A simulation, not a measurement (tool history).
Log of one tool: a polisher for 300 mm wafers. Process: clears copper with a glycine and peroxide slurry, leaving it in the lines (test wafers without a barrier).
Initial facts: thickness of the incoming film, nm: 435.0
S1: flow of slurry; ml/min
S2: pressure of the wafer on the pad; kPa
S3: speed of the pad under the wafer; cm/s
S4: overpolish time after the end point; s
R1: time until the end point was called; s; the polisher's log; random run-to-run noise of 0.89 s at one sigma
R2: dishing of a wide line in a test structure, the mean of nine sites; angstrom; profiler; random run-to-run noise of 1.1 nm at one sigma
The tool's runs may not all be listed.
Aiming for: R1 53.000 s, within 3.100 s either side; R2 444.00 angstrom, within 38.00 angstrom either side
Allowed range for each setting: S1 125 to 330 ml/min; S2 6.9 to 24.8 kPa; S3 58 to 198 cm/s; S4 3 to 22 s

| run | hour | S1 | S2 | S3 | S4 | R1 | R2 |
|---|---|---|---|---|---|---|---|
| 1 | 0.0 | 210 | 15.9 | 128 | 11 | 82.489 | 349.73 |
| 2 | 6.2 | 210 | 17.2 | 130 | 11 | 79.320 | 374.65 |
| 3 | 13.7 | 210 | 19.3 | 130 | 11 | 70.982 | 394.86 |
| 4 | 15.0 | 210 | 19.3 | 162 | 11 | 59.149 | 429.20 |
| 5 | 23.9 | 210 | 19.3 | 148 | 11 | 63.152 | 430.67 |
| 6 | 30.3 | 210 | 20.0 | 150 | 11 | 62.867 | 443.67 |
| 7 | 35.8 | 210 | 20.7 | 152 | 11 | 60.706 | 436.08 |
| 8 | 38.6 | 210 | 21.4 | 154 | 11 | 56.885 | 452.66 |

Exactly one of the 4 candidate moves below puts every result within its allowed miss. Which one?
| A | 41.4 | 225 | 19.3 | 144 | 11 | ? | ? |
| B | 41.4 | 205 | 22.8 | 138 | 11 | ? | ? |
| C | 41.4 | 225 | 20.7 | 142 | 13 | ? | ? |
| D | 41.4 | 205 | 20.7 | 172 | 10 | ? | ? |

| move | R1 | R2 |
|---|---|---|
| A | 63.997 | 422.04 |
| B | 60.173 | 443.06 |
| C | 61.858 | 481.43 |
| D | 52.916 | 447.77 |
A: misses by more than the last run did
B: misses by more than the last run did
C: misses by more than the last run did
D: all results land within tolerance of their targets
D is the move that brings every result within its allowed miss.
